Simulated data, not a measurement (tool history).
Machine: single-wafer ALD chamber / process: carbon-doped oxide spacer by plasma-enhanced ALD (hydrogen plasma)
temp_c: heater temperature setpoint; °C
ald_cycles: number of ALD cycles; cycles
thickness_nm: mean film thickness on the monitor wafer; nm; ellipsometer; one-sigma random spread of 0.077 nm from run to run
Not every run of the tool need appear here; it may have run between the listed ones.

run 1 hour=0 | temp_c=395 ald_cycles=366 | thickness_nm=19.07
run 2 hour=1.2 | temp_c=395 ald_cycles=343 | thickness_nm=17.765
run 3 hour=8.6 | temp_c=389 ald_cycles=343 | thickness_nm=17.796
run 4 hour=16.4 | temp_c=389 ald_cycles=330 | thickness_nm=17.037
run 5 hour=24.5 | temp_c=389 ald_cycles=299 | thickness_nm=15.491
run 6 hour=28.3 | temp_c=389 ald_cycles=324 | thickness_nm=16.698
run 7 hour=28.8 | temp_c=389 ald_cycles=316 | thickness_nm=16.391
run 8 hour=29.3 | temp_c=389 ald_cycles=310 | thickness_nm=16.008
run 9 hour=37.6 | temp_c=389 ald_cycles=306 | thickness_nm=15.965

Expected results for the next run?
run 10 hour=43.1 | temp_c=389 ald_cycles=301 | thickness_nm=?

thickness_nm: 15.59 nm
